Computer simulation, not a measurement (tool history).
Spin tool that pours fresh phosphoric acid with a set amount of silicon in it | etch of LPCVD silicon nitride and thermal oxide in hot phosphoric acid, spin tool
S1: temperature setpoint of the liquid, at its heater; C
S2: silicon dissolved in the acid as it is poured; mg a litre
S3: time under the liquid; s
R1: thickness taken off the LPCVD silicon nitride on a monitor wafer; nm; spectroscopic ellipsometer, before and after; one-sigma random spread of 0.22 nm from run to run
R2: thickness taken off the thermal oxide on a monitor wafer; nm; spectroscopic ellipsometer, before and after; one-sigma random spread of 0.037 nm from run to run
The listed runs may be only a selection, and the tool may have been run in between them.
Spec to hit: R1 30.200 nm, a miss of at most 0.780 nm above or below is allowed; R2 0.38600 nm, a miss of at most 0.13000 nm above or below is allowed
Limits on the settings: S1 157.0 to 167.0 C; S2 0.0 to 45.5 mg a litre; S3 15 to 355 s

run,hour,S1,S2,S3,R1,R2
1,0.0,162.0,20.0,180,18.233,0.34994
2,2.0,163.0,25.0,200,21.320,0.37368
3,7.8,164.0,29.0,210,23.160,0.33666
4,15.0,164.5,30.0,220,24.364,0.37075
5,21.4,164.5,30.0,165,18.483,0.27329
6,22.7,164.5,34.0,165,18.345,0.21754
7,30.5,165.0,34.5,185,20.798,0.29504
8,35.1,165.5,36.5,200,23.017,0.23777
9,42.3,166.0,35.0,210,24.608,0.33935
10,47.9,166.0,36.0,220,26.011,0.27001

Which one of the following 5 next-run settings gets every result inside its allowed miss? There is exactly one.
A,53.5,165.0,39.0,215,?,?
B,53.5,165.0,37.5,295,?,?
C,53.5,166.5,26.5,185,?,?
D,53.5,166.0,21.5,180,?,?
E,53.5,165.0,33.0,265,?,?

move,R1,R2
A,24.120,0.19525
B,33.094,0.29301
C,21.803,0.33366
D,20.869,0.36803
E,29.729,0.33090
A: further off than the last run
B: the result that was furthest off in the last run now lies on the other side of its target
C: further off than the last run
D: further off than the last run
E: each result inside its tolerance
Answer: E

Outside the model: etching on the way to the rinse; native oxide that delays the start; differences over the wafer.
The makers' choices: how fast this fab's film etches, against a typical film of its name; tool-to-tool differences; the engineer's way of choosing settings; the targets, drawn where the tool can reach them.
